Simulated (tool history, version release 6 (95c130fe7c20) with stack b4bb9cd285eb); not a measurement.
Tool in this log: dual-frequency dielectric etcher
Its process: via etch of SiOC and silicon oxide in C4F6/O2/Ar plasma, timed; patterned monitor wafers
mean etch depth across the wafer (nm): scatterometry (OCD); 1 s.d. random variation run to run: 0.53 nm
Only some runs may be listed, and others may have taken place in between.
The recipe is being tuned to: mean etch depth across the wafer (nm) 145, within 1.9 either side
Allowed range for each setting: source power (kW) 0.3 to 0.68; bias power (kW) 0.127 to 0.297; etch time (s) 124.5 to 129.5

run	hour	source power (kW)	bias power (kW)	etch time (s)	mean etch depth across the wafer (nm)
1	0	0.49	0.212	124.5	162.6
2	8.2	0.49	0.212	124.5	162.95
3	12.4	0.49	0.184	124.5	156.43
4	14.8	0.46	0.183	124.5	150.85
5	17.5	0.45	0.183	124.5	149.62
6	22.3	0.5	0.183	124.5	156.93
7	25	0.48	0.182	124.5	153.76
8	30.9	0.4	0.179	124.5	140.3

Of the 4 settings listed for the next run, only one would bring every result within its allowed miss of target. Which one?
A	36.8	0.35	0.199	128.5	?
B	36.8	0.43	0.156	128.5	?
C	36.8	0.37	0.189	127	?
D	36.8	0.36	0.2	126.5	?

move	mean etch depth across the wafer (nm)
A	140.34
B	145.15
C	140.49
D	140.3
A: as far off as the last run
B: all results in spec
C: as far off as the last run
D: as far off as the last run
Answer: B

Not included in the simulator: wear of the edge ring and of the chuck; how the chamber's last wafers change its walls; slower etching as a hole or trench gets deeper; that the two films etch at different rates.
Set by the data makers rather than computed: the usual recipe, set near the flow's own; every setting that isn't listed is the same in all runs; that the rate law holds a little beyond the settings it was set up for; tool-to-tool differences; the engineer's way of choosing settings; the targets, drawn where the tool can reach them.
